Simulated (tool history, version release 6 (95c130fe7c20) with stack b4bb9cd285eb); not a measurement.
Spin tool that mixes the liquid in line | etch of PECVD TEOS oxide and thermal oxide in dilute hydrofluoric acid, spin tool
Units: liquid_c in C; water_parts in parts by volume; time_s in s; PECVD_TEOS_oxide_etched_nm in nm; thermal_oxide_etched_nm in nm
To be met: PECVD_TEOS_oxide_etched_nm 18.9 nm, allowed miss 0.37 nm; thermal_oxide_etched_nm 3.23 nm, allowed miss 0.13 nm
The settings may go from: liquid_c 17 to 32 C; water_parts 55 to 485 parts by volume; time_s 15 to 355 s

run,hour,liquid_c,water_parts,time_s,PECVD_TEOS_oxide_etched_nm,thermal_oxide_etched_nm
1,0,24,270,180,14.316,2.4895
2,2.5,25.5,270,180,15.161,2.5664
3,8.7,23,270,180,13.837,2.3435
4,17.1,23,340,180,10.385,1.745
5,19,24.5,340,180,10.824,1.8351
6,24.1,26,325,180,12.147,2.0461
7,29.5,26,325,180,12.033,2.0741
8,32.8,27,310,180,13.281,2.2823
9,36.1,28,300,180,14.445,2.4611
10,40.9,29,295,180,15.079,2.6207
11,49.1,29.5,290,180,15.795,2.7232
12,55.4,32,265,180,19.285,3.3274

Which of these 4 next moves meets every target?
A,61.7,32,290,210,?,?
B,61.7,31,290,220,?,?
C,61.7,25,225,195,?,?
D,61.7,29,280,210,?,?

move,PECVD_TEOS_oxide_etched_nm,thermal_oxide_etched_nm
A,20.085,3.4632
B,20.383,3.5146
C,20.403,3.5181
D,19.094,3.2924
A: further off than the last run
B: further off than the last run
C: further off than the last run
D: meets every target
Answer: D
